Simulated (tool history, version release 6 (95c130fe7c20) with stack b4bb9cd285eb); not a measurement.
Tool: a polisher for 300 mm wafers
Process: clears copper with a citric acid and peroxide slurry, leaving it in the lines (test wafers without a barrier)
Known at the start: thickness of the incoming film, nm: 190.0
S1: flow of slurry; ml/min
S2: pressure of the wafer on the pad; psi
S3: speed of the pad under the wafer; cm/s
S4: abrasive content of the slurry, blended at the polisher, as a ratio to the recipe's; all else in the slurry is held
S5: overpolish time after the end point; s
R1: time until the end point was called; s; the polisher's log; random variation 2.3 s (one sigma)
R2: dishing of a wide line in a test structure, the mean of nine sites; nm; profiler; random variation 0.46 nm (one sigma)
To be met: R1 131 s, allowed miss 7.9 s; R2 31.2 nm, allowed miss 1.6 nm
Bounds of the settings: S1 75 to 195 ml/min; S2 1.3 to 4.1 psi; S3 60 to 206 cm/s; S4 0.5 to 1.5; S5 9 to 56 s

run	day	S1	S2	S3	S4	S5	R1	R2
1	0	125	2.7	132	1	29	71.844	50.066
2	0.054	125	2.5	130	1	29	79.603	47.243
3	0.312	125	2.5	114	1	29	91.681	41.634
4	0.354	125	2.4	114	1	29	95.961	41.397
5	0.521	150	2.4	114	1	29	91.402	41.31
6	0.675	150	2.3	114	1	29	97.084	39.514
7	1.042	150	2.2	114	1	29	99.643	38.505
8	1.325	150	2.1	114	1	29	108.82	36.817
9	1.462	150	2	114	1	29	113.47	34.942
10	1.538	145	1.9	114	1	29	116.28	33.396
11	1.662	145	1.8	114	1	30	121.14	32.354

Which of these 5 next moves meets every target?
A	1.788	165	2	92	1.2	34	?	?
B	1.788	155	1.9	116	0.95	26	?	?
C	1.788	150	2.3	94	1.2	26	?	?
D	1.788	155	1.9	98	1	30	?	?
E	1.788	145	1.5	106	1	40	?	?

move	R1	R2
A	133.22	34.806
B	116.88	30.794
C	115.82	31.368
D	136.33	30.526
E	159.77	33.595
A: brings the result that was furthest off to its target, and leaves another outside
B: further off than the last run
C: further off than the last run
D: meets every target
E: takes the result that was furthest off past its target
The right move is D.
